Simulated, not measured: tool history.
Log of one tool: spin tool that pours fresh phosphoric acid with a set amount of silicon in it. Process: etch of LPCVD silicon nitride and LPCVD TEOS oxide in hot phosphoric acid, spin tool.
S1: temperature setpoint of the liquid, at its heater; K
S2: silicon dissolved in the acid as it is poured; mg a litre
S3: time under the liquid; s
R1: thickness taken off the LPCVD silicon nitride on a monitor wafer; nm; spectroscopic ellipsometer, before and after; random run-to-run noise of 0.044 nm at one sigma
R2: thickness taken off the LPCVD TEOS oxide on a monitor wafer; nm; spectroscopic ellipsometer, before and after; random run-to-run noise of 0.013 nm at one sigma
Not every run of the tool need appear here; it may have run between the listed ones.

{"run": 1, "day": 0.0, "S1": 433.15, "S2": 19.5, "S3": 115, "R1": 9.707, "R2": 0.16203}
{"run": 2, "day": 0.025, "S1": 432.65, "S2": 18.5, "S3": 95, "R1": 7.7284, "R2": 0.10472}
{"run": 3, "day": 0.221, "S1": 432.15, "S2": 13.0, "S3": 85, "R1": 6.9836, "R2": 0.089021}
{"run": 4, "day": 0.575, "S1": 432.15, "S2": 13.0, "S3": 45, "R1": 3.6501, "R2": 0.048257}
{"run": 5, "day": 0.758, "S1": 432.65, "S2": 12.0, "S3": 50, "R1": 4.1101, "R2": 0.063736}
{"run": 6, "day": 0.988, "S1": 432.65, "S2": 11.5, "S3": 55, "R1": 4.5367, "R2": 0.08015}

What will run 7 give?
{"run": 7, "day": 1.112, "S1": 435.15, "S2": 16.5, "S3": 60, "R1": "?", "R2": "?"}

{"run 7": {"R1": 5.3498, "R2": 0.074511}}

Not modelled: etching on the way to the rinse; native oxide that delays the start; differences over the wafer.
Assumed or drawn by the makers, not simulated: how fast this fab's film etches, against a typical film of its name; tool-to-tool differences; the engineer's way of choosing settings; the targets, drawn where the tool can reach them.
